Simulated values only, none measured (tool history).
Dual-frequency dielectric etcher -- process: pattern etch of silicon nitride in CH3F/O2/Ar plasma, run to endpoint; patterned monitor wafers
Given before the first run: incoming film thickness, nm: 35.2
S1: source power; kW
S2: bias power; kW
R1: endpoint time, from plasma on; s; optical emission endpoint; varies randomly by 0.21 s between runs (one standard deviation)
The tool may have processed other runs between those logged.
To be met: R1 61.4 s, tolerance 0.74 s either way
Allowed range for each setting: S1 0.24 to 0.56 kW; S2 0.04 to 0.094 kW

{"run": 1, "hour": 0.0, "S1": 0.4, "S2": 0.067, "R1": 54.193}
{"run": 2, "hour": 4.1, "S1": 0.36, "S2": 0.066, "R1": 57.671}
{"run": 3, "hour": 9.9, "S1": 0.36, "S2": 0.071, "R1": 56.15}
{"run": 4, "hour": 13.4, "S1": 0.42, "S2": 0.071, "R1": 51.045}
{"run": 5, "hour": 19.9, "S1": 0.49, "S2": 0.071, "R1": 46.902}
{"run": 6, "hour": 23.3, "S1": 0.43, "S2": 0.07, "R1": 50.817}
{"run": 7, "hour": 31.9, "S1": 0.39, "S2": 0.07, "R1": 53.645}
{"run": 8, "hour": 37.3, "S1": 0.36, "S2": 0.07, "R1": 56.586}
{"run": 9, "hour": 44.1, "S1": 0.34, "S2": 0.07, "R1": 58.725}
{"run": 10, "hour": 48.4, "S1": 0.3, "S2": 0.07, "R1": 63.414}

Exercise: of the 4 proposed moves below, exactly one satisfies all targets within the stated allowed misses. Which move is it?
{"run": "A", "hour": 52.7, "S1": 0.33, "S2": 0.069, "R1": "?"}
{"run": "B", "hour": 52.7, "S1": 0.33, "S2": 0.072, "R1": "?"}
{"run": "C", "hour": 52.7, "S1": 0.29, "S2": 0.075, "R1": "?"}
{"run": "D", "hour": 52.7, "S1": 0.36, "S2": 0.057, "R1": "?"}

move=A R1=60.278
move=B R1=59.217
move=C R1=63.72
move=D R1=61.605
A: moves the result that the last run missed by most past its target, out the other side
B: moves the result that the last run missed by most past its target, out the other side
C: lands further from the targets than the last run did
D: all results land within tolerance of their targets
So the answer is move D, the one that meets all the targets.
